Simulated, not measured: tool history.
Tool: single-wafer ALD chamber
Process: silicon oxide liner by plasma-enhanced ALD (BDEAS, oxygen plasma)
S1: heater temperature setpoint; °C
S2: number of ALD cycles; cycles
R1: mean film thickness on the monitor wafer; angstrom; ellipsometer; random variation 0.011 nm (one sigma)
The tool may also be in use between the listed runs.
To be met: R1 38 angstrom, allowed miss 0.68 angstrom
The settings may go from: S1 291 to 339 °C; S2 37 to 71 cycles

run 1 day=0 | S1=315 S2=54 | R1=48.661
run 2 day=0.183 | S1=316 S2=50 | R1=45.151
run 3 day=0.221 | S1=317 S2=47 | R1=42.325
run 4 day=0.321 | S1=318 S2=46 | R1=41.307
run 5 day=0.612 | S1=318 S2=53 | R1=47.918
run 6 day=0.888 | S1=318 S2=47 | R1=42.427
run 7 day=1.05 | S1=318 S2=45 | R1=40.589
run 8 day=1.242 | S1=320 S2=41 | R1=36.806
run 9 day=1.475 | S1=319 S2=41 | R1=37.036
run 10 day=1.508 | S1=318 S2=41 | R1=37.058

4 next moves are on the table. One of them brings every result within its allowed miss. Which?
run A day=1.542 | S1=315 S2=40 | R1=?
run B day=1.542 | S1=323 S2=44 | R1=?
run C day=1.542 | S1=320 S2=41 | R1=?
run D day=1.542 | S1=316 S2=42 | R1=?

move=A R1=36.195
move=B R1=39.414
move=C R1=36.867
move=D R1=37.957
A: further off than the last run
B: takes the result that was furthest off past its target
C: further off than the last run
D: meets every target
The right move is D.

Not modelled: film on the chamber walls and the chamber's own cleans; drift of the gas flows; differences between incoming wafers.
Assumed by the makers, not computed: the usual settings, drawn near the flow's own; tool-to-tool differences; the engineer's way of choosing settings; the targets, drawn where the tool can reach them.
